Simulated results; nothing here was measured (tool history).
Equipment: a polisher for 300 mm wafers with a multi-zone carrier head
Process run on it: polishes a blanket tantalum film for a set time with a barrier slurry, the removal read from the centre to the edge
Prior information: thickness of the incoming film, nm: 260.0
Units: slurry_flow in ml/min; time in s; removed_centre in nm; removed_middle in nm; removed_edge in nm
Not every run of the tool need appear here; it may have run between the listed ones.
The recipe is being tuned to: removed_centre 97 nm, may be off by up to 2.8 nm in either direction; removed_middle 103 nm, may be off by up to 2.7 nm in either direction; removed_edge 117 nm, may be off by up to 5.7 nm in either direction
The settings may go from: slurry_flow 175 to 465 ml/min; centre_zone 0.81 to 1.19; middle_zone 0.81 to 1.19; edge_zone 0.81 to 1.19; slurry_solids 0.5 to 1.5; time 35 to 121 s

run,hour,slurry_flow,centre_zone,middle_zone,edge_zone,slurry_solids,time,removed_centre,removed_middle,removed_edge
1,0,295,1,1,1,1,78,92.002,89.597,92.799
2,3.7,340,1,1,1,1,78,93.012,90.058,93.752
3,5.7,280,1,1,1,1,78,91.208,89.622,93.671
4,13.4,265,0.99,1,1.03,1.1,78,92.241,91.561,94.988
5,14.8,215,0.99,1,1.03,1.1,78,91.022,89.474,94.807
6,20.9,240,0.99,1,1.03,1.1,78,91.622,88.862,96.382
7,24.8,325,0.95,1.1,1.13,1.35,79,96.305,105.96,107.15
8,26.2,320,0.94,1.08,1.14,1.4,79,93.813,104.41,110.76
9,33.1,320,0.95,1.07,1.15,1.4,79,95.407,104.18,108.02

Which one of the following 4 next-run settings gets every result inside its allowed miss? There is exactly one.
A,40,320,0.92,1.01,1.19,1.3,84,?,?,?
B,40,185,0.98,1.14,1.19,1.1,82,?,?,?
C,40,335,1,1.06,1.17,1.3,76,?,?,?
D,40,285,1.01,1.01,1.19,1.25,85,?,?,?

move,removed_centre,removed_middle,removed_edge
A,97.33,103.89,117.76
B,92.869,103.56,106.93
C,96.173,98.218,105.8
D,106.29,103.31,117.41
A: meets every target
B: misses by more than the last run did
C: misses by more than the last run did
D: meets the target for the result that was furthest off, but another lies outside its allowed miss
Correct choice: A, which meets every target

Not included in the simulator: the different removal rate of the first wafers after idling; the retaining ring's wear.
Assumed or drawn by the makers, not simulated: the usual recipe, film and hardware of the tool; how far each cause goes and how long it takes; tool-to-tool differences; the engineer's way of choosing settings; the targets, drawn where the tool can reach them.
